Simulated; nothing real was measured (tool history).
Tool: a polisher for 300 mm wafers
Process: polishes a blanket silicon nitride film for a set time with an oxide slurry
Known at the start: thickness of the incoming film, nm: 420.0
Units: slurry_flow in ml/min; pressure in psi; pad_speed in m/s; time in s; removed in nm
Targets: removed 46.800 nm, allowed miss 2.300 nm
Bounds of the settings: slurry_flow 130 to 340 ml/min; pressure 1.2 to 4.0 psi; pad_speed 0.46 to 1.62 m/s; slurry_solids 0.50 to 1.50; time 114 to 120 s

| run | hour | slurry_flow | pressure | pad_speed | slurry_solids | time | removed |
|---|---|---|---|---|---|---|---|
| 1 | 0.0 | 220 | 2.6 | 1.04 | 1.00 | 114 | 55.251 |
| 2 | 5.3 | 200 | 2.6 | 1.04 | 1.00 | 114 | 55.812 |
| 3 | 12.0 | 200 | 2.6 | 1.04 | 1.00 | 120 | 59.391 |
| 4 | 21.1 | 200 | 2.5 | 1.04 | 1.00 | 120 | 55.347 |
| 5 | 25.9 | 200 | 2.5 | 1.22 | 1.00 | 120 | 66.121 |
| 6 | 31.9 | 200 | 2.5 | 1.22 | 1.15 | 120 | 69.221 |
| 7 | 37.3 | 200 | 2.4 | 1.22 | 1.15 | 120 | 64.562 |
| 8 | 45.6 | 200 | 2.3 | 1.22 | 1.15 | 120 | 63.256 |
| 9 | 47.5 | 200 | 2.2 | 1.22 | 1.15 | 120 | 61.364 |
| 10 | 50.2 | 200 | 1.5 | 1.18 | 1.15 | 120 | 41.812 |
| 11 | 55.0 | 200 | 1.6 | 1.18 | 1.15 | 120 | 44.331 |

Which of these 4 next moves meets every target?
| A | 59.8 | 195 | 1.6 | 1.14 | 1.15 | 119 | ? |
| B | 59.8 | 150 | 2.0 | 1.16 | 0.85 | 116 | ? |
| C | 59.8 | 210 | 1.5 | 1.20 | 1.10 | 120 | ? |
| D | 59.8 | 205 | 1.8 | 1.14 | 1.15 | 119 | ? |

| move | removed |
|---|---|
| A | 42.069 |
| B | 43.046 |
| C | 41.481 |
| D | 47.103 |
A: further off than the last run
B: further off than the last run
C: further off than the last run
D: meets every target
Move D is the one to make.
